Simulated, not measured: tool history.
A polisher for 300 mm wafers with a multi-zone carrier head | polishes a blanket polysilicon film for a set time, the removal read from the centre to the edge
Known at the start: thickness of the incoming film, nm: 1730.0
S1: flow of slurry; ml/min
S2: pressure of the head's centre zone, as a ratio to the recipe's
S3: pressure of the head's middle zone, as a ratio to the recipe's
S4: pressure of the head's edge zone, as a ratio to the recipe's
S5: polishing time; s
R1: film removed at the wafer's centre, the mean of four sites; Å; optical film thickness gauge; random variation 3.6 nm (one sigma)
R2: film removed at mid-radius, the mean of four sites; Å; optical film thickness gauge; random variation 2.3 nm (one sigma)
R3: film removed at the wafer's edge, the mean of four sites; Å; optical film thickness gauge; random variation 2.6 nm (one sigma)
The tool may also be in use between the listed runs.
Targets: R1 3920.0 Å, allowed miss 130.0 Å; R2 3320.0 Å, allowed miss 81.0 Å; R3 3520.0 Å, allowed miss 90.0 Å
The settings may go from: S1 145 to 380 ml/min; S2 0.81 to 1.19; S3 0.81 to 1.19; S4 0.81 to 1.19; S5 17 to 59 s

| run | hour | S1 | S2 | S3 | S4 | S5 | R1 | R2 | R3 |
|---|---|---|---|---|---|---|---|---|---|
| 1 | 0.0 | 245 | 1.00 | 1.00 | 1.00 | 38 | 3904.5 | 3899.9 | 3828.7 |
| 2 | 2.2 | 290 | 1.00 | 1.00 | 1.00 | 38 | 3908.4 | 3943.7 | 3855.9 |
| 3 | 9.6 | 290 | 1.00 | 1.00 | 1.00 | 46 | 4773.3 | 4767.0 | 4730.8 |
| 4 | 12.9 | 290 | 1.00 | 0.96 | 1.00 | 46 | 4770.2 | 4631.0 | 4756.7 |
| 5 | 16.1 | 290 | 1.00 | 0.96 | 1.00 | 55 | 5728.3 | 5476.7 | 5722.7 |
| 6 | 18.0 | 290 | 1.00 | 0.96 | 0.96 | 55 | 5727.8 | 5535.7 | 5569.6 |
| 7 | 20.0 | 280 | 1.00 | 0.94 | 0.95 | 53 | 5466.3 | 5172.2 | 5340.8 |
| 8 | 24.0 | 275 | 1.00 | 0.93 | 0.94 | 51 | 5284.5 | 4914.0 | 5071.1 |
| 9 | 28.5 | 270 | 1.00 | 0.92 | 0.93 | 50 | 5128.3 | 4831.5 | 4933.2 |
| 10 | 30.6 | 265 | 1.00 | 0.91 | 0.92 | 49 | 4991.2 | 4673.5 | 4829.8 |
| 11 | 35.3 | 260 | 1.06 | 0.84 | 0.82 | 39 | 4226.8 | 3480.3 | 3670.2 |
| 12 | 41.2 | 255 | 1.06 | 0.84 | 0.82 | 39 | 4267.6 | 3411.8 | 3602.4 |

5 next moves are on the table. One of them brings every result within its allowed miss. Which?
| A | 47.1 | 245 | 1.17 | 0.89 | 0.81 | 38 | ? | ? | ? |
| B | 47.1 | 265 | 1.04 | 0.86 | 0.87 | 37 | ? | ? | ? |
| C | 47.1 | 270 | 1.13 | 0.85 | 0.81 | 38 | ? | ? | ? |
| D | 47.1 | 275 | 1.00 | 0.84 | 0.83 | 39 | ? | ? | ? |
| E | 47.1 | 220 | 1.05 | 0.90 | 0.89 | 39 | ? | ? | ? |

| move | R1 | R2 | R3 |
|---|---|---|---|
| A | 4629.6 | 3477.5 | 3525.5 |
| B | 4046.3 | 3325.9 | 3571.0 |
| C | 4528.7 | 3389.2 | 3559.4 |
| D | 4118.8 | 3454.3 | 3698.8 |
| E | 4191.0 | 3550.5 | 3731.0 |
A: further off than the last run
B: meets every target
C: further off than the last run
D: nearer than the last run, and not there yet
E: further off than the last run
The right move is B.
